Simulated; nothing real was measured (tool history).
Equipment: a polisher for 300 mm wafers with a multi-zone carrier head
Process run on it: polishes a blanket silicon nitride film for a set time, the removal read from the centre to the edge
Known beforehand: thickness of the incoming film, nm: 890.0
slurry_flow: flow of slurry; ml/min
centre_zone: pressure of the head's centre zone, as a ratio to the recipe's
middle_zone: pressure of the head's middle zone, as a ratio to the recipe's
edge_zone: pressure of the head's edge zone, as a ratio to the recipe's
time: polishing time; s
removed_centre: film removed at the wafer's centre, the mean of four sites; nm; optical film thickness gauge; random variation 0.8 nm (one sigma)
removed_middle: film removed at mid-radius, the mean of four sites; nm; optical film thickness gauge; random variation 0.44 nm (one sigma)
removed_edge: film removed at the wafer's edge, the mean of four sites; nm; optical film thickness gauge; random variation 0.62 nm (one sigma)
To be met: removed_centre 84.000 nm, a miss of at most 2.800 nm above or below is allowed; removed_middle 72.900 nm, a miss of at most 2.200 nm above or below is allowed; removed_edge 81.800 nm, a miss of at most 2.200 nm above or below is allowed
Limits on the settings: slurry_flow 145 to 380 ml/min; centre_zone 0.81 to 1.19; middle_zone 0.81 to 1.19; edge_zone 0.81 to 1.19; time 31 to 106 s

run    day  slurry_flow  centre_zone  middle_zone  edge_zone  time  removed_centre  removed_middle  removed_edge
  1  0.000          245         1.00         1.00       1.00    68         140.570         141.730       140.790
  2  0.075          245         1.00         1.00       0.95    68         142.010         142.500       137.780
  3  0.404          245         1.00         1.08       0.95    68         145.370         151.740       137.030
  4  0.742          245         1.00         1.08       0.95    55         114.060         122.460       113.360
  5  0.938          290         1.00         1.08       0.95    55         116.780         124.660       112.840
  6  1.225          290         1.07         1.08       0.95    55         126.770         124.780       113.350
  7  1.412          285         1.07         1.03       0.94    50         113.790         108.930       101.530
  8  1.592          270         1.06         0.98       0.94    47         104.740          97.479        95.897
  9  1.721          260         1.05         0.94       0.93    46         101.210          92.104        93.117
 10  1.812          250         1.04         0.91       0.92    45          98.805          86.984        90.381
 11  1.900          240         1.02         0.89       0.91    44          94.926          83.359        87.220
 12  2.042          230         1.00         0.87       0.91    43          89.188          79.553        85.230
 13  2.150          220         0.99         0.86       0.91    43          87.687          78.684        83.894
 14  2.217          210         0.99         0.85       0.91    43          88.405          76.271        83.553
 15  2.338          205         0.98         0.85       0.91    43          86.477          76.910        84.577
 16  2.554          200         0.98         0.84       0.90    43          86.574          76.386        83.534
 17  2.617          200         0.98         0.83       0.90    43          85.917          75.282        84.456
 18  2.742          200         0.98         0.83       0.89    43          86.314          75.611        83.562

4 next moves are on the table. One of them brings every result within its allowed miss. Which?
  A  2.867          205         0.98         0.90       0.83    42               ?               ?             ?
  B  2.867          195         1.03         0.81       0.94    43               ?               ?             ?
  C  2.867          245         0.95         0.81       0.86    42               ?               ?             ?
  D  2.867          195         0.94         0.81       0.86    47               ?               ?             ?

move  removed_centre  removed_middle  removed_edge
   A          84.841          78.906        79.817
   B          90.584          73.552        86.148
   C          84.189          73.963        82.518
   D          90.295          80.441        90.398
A: its largest miss is bigger than the last run's
B: brings the result that was furthest off to its target, and leaves another outside
C: in spec on every target
D: its largest miss is bigger than the last run's
The right move is C.
